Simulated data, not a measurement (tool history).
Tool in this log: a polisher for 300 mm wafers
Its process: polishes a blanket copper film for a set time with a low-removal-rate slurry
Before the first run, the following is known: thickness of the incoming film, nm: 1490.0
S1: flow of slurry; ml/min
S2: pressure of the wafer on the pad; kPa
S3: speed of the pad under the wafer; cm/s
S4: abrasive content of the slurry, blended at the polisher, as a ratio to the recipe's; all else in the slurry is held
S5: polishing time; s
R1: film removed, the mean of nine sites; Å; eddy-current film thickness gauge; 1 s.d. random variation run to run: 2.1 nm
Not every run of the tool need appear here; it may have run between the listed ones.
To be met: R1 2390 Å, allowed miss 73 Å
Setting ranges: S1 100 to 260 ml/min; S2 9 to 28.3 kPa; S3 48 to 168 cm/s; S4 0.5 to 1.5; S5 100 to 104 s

Run 1, day 0: S1 165 ml/min, S2 18.6 kPa, S3 108 cm/s, S4 1, S5 100 s. Result: R1 2865.9 Å.
Run 2, day 0.346: S1 160 ml/min, S2 17.9 kPa, S3 108 cm/s, S4 1, S5 100 s. Result: R1 2776.6 Å.
Run 3, day 0.571: S1 160 ml/min, S2 17.2 kPa, S3 108 cm/s, S4 1, S5 100 s. Result: R1 2676 Å.
Run 4, day 0.838: S1 160 ml/min, S2 19.3 kPa, S3 108 cm/s, S4 1, S5 100 s. Result: R1 2978.9 Å.
Run 5, day 1.025: S1 160 ml/min, S2 19.3 kPa, S3 134 cm/s, S4 1, S5 100 s. Result: R1 3625.1 Å.
Run 6, day 1.112: S1 155 ml/min, S2 17.2 kPa, S3 134 cm/s, S4 1, S5 100 s. Result: R1 3295.7 Å.
Run 7, day 1.375: S1 155 ml/min, S2 15.9 kPa, S3 134 cm/s, S4 1, S5 100 s. Result: R1 3147.6 Å.
Run 8, day 1.742: S1 150 ml/min, S2 14.5 kPa, S3 134 cm/s, S4 1, S5 100 s. Result: R1 2847.6 Å.
Run 9, day 1.817: S1 145 ml/min, S2 13.8 kPa, S3 134 cm/s, S4 1, S5 100 s. Result: R1 2716.3 Å.
Run 10, day 1.871: S1 140 ml/min, S2 13.1 kPa, S3 134 cm/s, S4 1, S5 100 s. Result: R1 2594.4 Å.
Run 11, day 2.017: S1 135 ml/min, S2 13.1 kPa, S3 134 cm/s, S4 1, S5 100 s. Result: R1 2617.4 Å.

Which one of the following 5 next-run settings gets every result inside its allowed miss? There is exactly one.
Run A, day 2.162: S1 115 ml/min, S2 15.9 kPa, S3 110 cm/s, S4 0.95, S5 100 s. Result: R1 ?.
Run B, day 2.162: S1 100 ml/min, S2 10.3 kPa, S3 144 cm/s, S4 0.95, S5 100 s. Result: R1 ?.
Run C, day 2.162: S1 160 ml/min, S2 12.4 kPa, S3 114 cm/s, S4 1.15, S5 100 s. Result: R1 ?.
Run D, day 2.162: S1 105 ml/min, S2 15.2 kPa, S3 100 cm/s, S4 0.9, S5 104 s. Result: R1 ?.
Run E, day 2.162: S1 130 ml/min, S2 11.7 kPa, S3 126 cm/s, S4 1, S5 100 s. Result: R1 ?.

move      R1
   A  2417.2
   B  2192.1
   C  2242.5
   D  2153.9
   E  2228.7
A: every result within its allowed miss
B: moves the result that the last run missed by most past its target, out the other side
C: moves the result that the last run missed by most past its target, out the other side
D: moves the result that the last run missed by most past its target, out the other side
E: moves the result that the last run missed by most past its target, out the other side
The move that meets every target is A.
